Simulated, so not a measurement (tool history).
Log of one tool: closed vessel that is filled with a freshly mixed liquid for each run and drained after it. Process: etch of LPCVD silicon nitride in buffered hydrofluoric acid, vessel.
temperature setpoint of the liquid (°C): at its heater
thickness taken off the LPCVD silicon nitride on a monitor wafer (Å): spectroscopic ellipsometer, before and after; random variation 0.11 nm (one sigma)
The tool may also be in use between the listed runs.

run    day  temperature setpoint of the liquid (°C)  parts of 40 % ammonium fluoride to one part of 49 % hydrofluoric acid (parts by volume)  time in the liquid (s)  thickness taken off the LPCVD silicon nitride on a monitor wafer (Å)
  1      0                                       20                                                                                     18.5                    1495                                                                80.735
  2  0.288                                     20.5                                                                                     18.5                    1495                                                                82.885
  3  0.462                                       21                                                                                     18.5                    1495                                                                85.715
  4  0.796                                     21.5                                                                                     18.5                    1495                                                                88.342
  5  0.858                                       20                                                                                     18.5                    1495                                                                80.499
  6  1.196                                     20.5                                                                                     18.5                    1495                                                                83.505
  7  1.346                                       21                                                                                     18.5                    1495                                                                83.797
  8  1.438                                       22                                                                                     18.5                    1495                                                                90.367

The next listed run, before its measurement:
  9  1.608                                     22.5                                                                                     18.5                    1495                                                                     ?

Run 9 gave thickness taken off the LPCVD silicon nitride on a monitor wafer (Å) 93.306.
